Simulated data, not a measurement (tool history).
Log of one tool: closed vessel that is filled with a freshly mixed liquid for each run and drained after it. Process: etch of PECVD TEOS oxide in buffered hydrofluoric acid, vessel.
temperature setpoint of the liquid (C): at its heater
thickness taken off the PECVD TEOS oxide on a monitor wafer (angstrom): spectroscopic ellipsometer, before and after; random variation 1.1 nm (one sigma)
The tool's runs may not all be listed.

run  hour  temperature setpoint of the liquid (C)  parts of 40 % ammonium fluoride to one part of 49 % hydrofluoric acid (parts by volume)  time in the liquid (s)  thickness taken off the PECVD TEOS oxide on a monitor wafer (angstrom)
  1     0                                      21                                                                                      8.5                      95                                                                  3063.8
  2   5.1                                    21.5                                                                                      8.5                      95                                                                  3128.6
  3  13.5                                      22                                                                                      8.5                      95                                                                  3212.7
  4  18.6                                      22                                                                                        7                      95                                                                  3957.4
  5  25.9                                    21.5                                                                                        7                      95                                                                  3866.5
  6  33.6                                      23                                                                                        7                      95                                                                  4187.3
  7  40.3                                    22.5                                                                                        7                      95                                                                    4107
  8  49.1                                      22                                                                                        7                      95                                                                  3970.3

The next listed run, before its measurement:
  9  54.7                                    21.5                                                                                        7                      95                                                                       ?

Run 9 gave thickness taken off the PECVD TEOS oxide on a monitor wafer (angstrom) 3845.3.

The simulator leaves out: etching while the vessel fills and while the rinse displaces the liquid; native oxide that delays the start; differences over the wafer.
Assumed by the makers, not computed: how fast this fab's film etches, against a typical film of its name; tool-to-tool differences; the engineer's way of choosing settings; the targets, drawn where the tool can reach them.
